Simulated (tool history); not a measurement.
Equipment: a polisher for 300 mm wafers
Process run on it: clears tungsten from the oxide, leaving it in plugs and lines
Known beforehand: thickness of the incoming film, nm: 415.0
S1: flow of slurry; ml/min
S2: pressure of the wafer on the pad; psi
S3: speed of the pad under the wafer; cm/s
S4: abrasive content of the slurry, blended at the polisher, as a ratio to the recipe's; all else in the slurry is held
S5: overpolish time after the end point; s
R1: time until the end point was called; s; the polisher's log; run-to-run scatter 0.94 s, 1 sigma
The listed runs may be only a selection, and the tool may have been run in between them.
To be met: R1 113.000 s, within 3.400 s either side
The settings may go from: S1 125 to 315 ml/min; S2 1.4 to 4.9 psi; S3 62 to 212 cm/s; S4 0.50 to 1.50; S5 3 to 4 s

run,hour,S1,S2,S3,S4,S5,R1
1,0.0,205,3.1,136,1.00,4,92.173
2,2.1,205,3.0,136,1.00,4,95.280
3,2.9,205,3.6,136,1.00,4,80.352
4,8.6,205,3.6,106,1.00,4,102.430
5,14.2,205,4.4,106,1.00,4,83.315
6,22.5,205,4.4,72,1.00,4,121.830
7,28.7,215,4.5,72,1.00,4,119.400
8,30.8,215,4.5,72,1.00,4,117.010

Which one of the following 4 next-run settings gets every result inside its allowed miss? There is exactly one.
A,32.9,195,4.9,76,1.00,3,?
B,32.9,210,4.3,78,1.05,3,?
C,32.9,240,4.7,78,1.00,3,?
D,32.9,250,4.4,78,1.10,3,?

move,R1
A,104.910
B,114.130
C,104.940
D,108.730
A: takes the result that was furthest off past its target
B: each result inside its tolerance
C: takes the result that was furthest off past its target
D: takes the result that was furthest off past its target
B is the move that brings every result within its allowed miss.
